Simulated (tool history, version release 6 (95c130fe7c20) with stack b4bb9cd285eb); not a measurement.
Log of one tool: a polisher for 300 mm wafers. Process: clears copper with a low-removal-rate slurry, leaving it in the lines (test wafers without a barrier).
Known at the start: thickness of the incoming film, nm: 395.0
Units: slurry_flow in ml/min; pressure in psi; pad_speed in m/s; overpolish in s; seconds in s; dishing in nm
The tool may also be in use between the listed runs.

{"run": 1, "hour": 0.0, "slurry_flow": 265, "pressure": 2.3, "pad_speed": 1.04, "slurry_solids": 1, "overpolish": 24, "seconds": 158.65, "dishing": 37.346}
{"run": 2, "hour": 1.1, "slurry_flow": 265, "pressure": 2.3, "pad_speed": 1.28, "slurry_solids": 1, "overpolish": 24, "seconds": 130.27, "dishing": 43.062}
{"run": 3, "hour": 7.8, "slurry_flow": 300, "pressure": 2.3, "pad_speed": 1.28, "slurry_solids": 1, "overpolish": 24, "seconds": 131.3, "dishing": 44.027}
{"run": 4, "hour": 10.7, "slurry_flow": 295, "pressure": 2.6, "pad_speed": 1.3, "slurry_solids": 1, "overpolish": 20, "seconds": 113.28, "dishing": 42.011}
{"run": 5, "hour": 17.4, "slurry_flow": 295, "pressure": 2.8, "pad_speed": 1.3, "slurry_solids": 1, "overpolish": 20, "seconds": 104.01, "dishing": 45.29}
{"run": 6, "hour": 22.3, "slurry_flow": 295, "pressure": 2.8, "pad_speed": 1.44, "slurry_solids": 1, "overpolish": 20, "seconds": 95.649, "dishing": 48.046}
{"run": 7, "hour": 31.0, "slurry_flow": 295, "pressure": 2.9, "pad_speed": 1.44, "slurry_solids": 1, "overpolish": 18, "seconds": 95, "dishing": 46.095}

The next listed run, before its measurement:
{"run": 8, "hour": 36.0, "slurry_flow": 305, "pressure": 3, "pad_speed": 1.44, "slurry_solids": 1, "overpolish": 16, "seconds": "?", "dishing": "?"}

{"run 8": {"seconds": 88.408, "dishing": 43.455}}
